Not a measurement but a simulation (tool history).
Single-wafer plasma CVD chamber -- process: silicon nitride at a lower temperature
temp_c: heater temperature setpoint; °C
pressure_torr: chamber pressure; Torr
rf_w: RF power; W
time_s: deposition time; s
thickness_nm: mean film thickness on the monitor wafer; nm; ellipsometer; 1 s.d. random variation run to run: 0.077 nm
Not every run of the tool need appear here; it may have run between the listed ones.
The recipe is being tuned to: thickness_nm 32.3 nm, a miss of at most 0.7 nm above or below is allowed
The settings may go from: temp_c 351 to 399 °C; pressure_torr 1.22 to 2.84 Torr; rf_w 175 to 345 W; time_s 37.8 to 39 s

run,hour,temp_c,pressure_torr,rf_w,time_s,thickness_nm
1,0,375,2.03,260,37.8,39.863
2,7.8,375,1.8,260,37.8,38.981
3,12.7,375,1.8,260,37.8,39.17
4,14.4,375,1.71,245,37.8,37.404
5,21.1,375,1.63,230,37.8,35.642
6,29.5,375,1.57,220,37.8,34.623
7,38.5,375,1.52,215,37.8,33.804
8,45.3,375,1.48,210,37.8,33.283
9,49.8,375,1.44,210,37.8,33.243
10,57.5,375,1.41,210,37.8,33.149

Which single option among these 4 for the next run brings every result within its allowed miss of target? Just one does.
A,65.2,377,1.4,225,37.8,?
B,65.2,383,1.47,200,38.1,?
C,65.2,370,1.48,215,37.8,?
D,65.2,375,1.65,220,38.2,?

move,thickness_nm
A,34.486
B,32.447
C,33.868
D,35.227
A: the biggest miss grows against the last run
B: all results in spec
C: the biggest miss grows against the last run
D: the biggest miss grows against the last run
Go with B: it meets all targets.

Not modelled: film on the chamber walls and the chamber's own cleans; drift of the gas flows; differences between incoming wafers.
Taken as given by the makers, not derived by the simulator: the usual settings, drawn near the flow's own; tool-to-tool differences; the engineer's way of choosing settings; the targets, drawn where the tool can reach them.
